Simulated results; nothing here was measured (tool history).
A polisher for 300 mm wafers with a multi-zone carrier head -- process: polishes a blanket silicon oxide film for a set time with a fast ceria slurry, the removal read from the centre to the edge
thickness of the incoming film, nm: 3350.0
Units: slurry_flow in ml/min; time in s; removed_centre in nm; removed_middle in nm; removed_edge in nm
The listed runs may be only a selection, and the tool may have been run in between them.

| run | day | slurry_flow | centre_zone | middle_zone | edge_zone | time | removed_centre | removed_middle | removed_edge |
|---|---|---|---|---|---|---|---|---|---|
| 1 | 0 | 275 | 1 | 1 | 1 | 74 | 827.14 | 842.02 | 810.72 |
| 2 | 0.367 | 275 | 0.99 | 0.99 | 0.97 | 72 | 782.68 | 817.81 | 777.64 |
| 3 | 0.508 | 275 | 0.92 | 0.99 | 0.97 | 72 | 729.91 | 805.99 | 782.67 |
| 4 | 0.671 | 275 | 0.92 | 0.99 | 0.9 | 72 | 750.82 | 808.12 | 748.69 |
| 5 | 0.808 | 275 | 0.92 | 0.99 | 0.83 | 72 | 756.24 | 799.78 | 719.9 |
| 6 | 1.142 | 275 | 0.99 | 0.99 | 0.83 | 72 | 793.77 | 814.05 | 716.47 |
| 7 | 1.3 | 270 | 0.97 | 0.98 | 0.83 | 71 | 746.18 | 784.78 | 712.24 |
| 8 | 1.467 | 265 | 0.97 | 0.97 | 0.83 | 70 | 748.53 | 774.56 | 710.26 |
| 9 | 1.725 | 265 | 0.97 | 0.97 | 0.83 | 70 | 734.98 | 763 | 710.48 |

Run 10 comes next. What will it give?
| 10 | 2.004 | 265 | 0.97 | 0.97 | 0.83 | 69 | ? | ? | ? |

removed_centre: 739.57 nm
removed_middle: 779.26 nm
removed_edge: 689.01 nm
